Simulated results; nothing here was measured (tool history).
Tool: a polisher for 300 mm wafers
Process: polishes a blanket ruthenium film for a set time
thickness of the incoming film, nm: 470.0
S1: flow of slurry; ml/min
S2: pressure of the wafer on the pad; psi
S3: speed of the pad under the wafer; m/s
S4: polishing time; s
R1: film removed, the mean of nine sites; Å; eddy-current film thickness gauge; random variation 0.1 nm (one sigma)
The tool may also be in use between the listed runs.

Run 1, day 0: S1 190 ml/min, S2 1.9 psi, S3 1.06 m/s, S4 25 s. Result: R1 246.2 Å.
Run 2, day 0.196: S1 190 ml/min, S2 1.9 psi, S3 1.06 m/s, S4 25 s. Result: R1 242.57 Å.
Run 3, day 0.388: S1 190 ml/min, S2 2.3 psi, S3 1.06 m/s, S4 25 s. Result: R1 290.39 Å.
Run 4, day 0.438: S1 205 ml/min, S2 2.3 psi, S3 1.06 m/s, S4 25 s. Result: R1 294.95 Å.
Run 5, day 0.596: S1 205 ml/min, S2 1.8 psi, S3 0.9 m/s, S4 25 s. Result: R1 208.85 Å.
Run 6, day 0.9: S1 220 ml/min, S2 1.8 psi, S3 0.9 m/s, S4 25 s. Result: R1 207.95 Å.
Run 7, day 1.15: S1 220 ml/min, S2 1.5 psi, S3 0.78 m/s, S4 25 s. Result: R1 158.9 Å.

Forecast run 8:
Run 8, day 1.325: S1 215 ml/min, S2 1.3 psi, S3 0.72 m/s, S4 25 s. Result: R1 ?.

R1: 131.08 Å

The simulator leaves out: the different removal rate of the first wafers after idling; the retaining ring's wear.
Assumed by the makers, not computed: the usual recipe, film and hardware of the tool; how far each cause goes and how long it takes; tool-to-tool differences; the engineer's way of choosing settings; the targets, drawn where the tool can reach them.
